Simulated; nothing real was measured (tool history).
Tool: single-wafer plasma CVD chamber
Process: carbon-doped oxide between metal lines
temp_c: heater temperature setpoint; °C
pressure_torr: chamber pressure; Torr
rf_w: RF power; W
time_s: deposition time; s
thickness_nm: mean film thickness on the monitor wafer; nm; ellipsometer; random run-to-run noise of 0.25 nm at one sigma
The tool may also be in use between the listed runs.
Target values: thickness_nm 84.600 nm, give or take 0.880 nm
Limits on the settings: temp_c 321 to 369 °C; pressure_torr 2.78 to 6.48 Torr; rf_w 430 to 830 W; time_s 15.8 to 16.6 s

run  hour  temp_c  pressure_torr  rf_w  time_s  thickness_nm
  1   0.0     345           4.63   630    16.6        91.472
  2   3.3     345           4.63   630    15.8        87.637
  3   8.0     345           4.63   630    16.6        91.633
  4  11.1     345           4.63   595    16.6        87.923
  5  13.5     348           4.55   595    16.6        86.904
  6  21.6     350           4.51   595    16.6        86.245
  7  27.6     352           4.48   595    16.6        86.000
  8  31.9     352           4.48   595    16.6        85.928

Which one of the following 5 next-run settings gets every result inside its allowed miss? There is exactly one.
  A  36.2     347           4.65   605    15.8             ?
  B  36.2     354           4.59   620    16.3             ?
  C  36.2     354           4.11   580    16.6             ?
  D  36.2     352           4.22   630    16.3             ?
  E  36.2     354           4.95   590    16.6             ?

move  thickness_nm
   A        84.439
   B        86.971
   C        82.742
   D        87.152
   E        86.530
A: each result inside its tolerance
B: the biggest miss grows against the last run
C: moves the result that the last run missed by most past its target, out the other side
D: the biggest miss grows against the last run
E: the biggest miss grows against the last run
Move A is the one to make.

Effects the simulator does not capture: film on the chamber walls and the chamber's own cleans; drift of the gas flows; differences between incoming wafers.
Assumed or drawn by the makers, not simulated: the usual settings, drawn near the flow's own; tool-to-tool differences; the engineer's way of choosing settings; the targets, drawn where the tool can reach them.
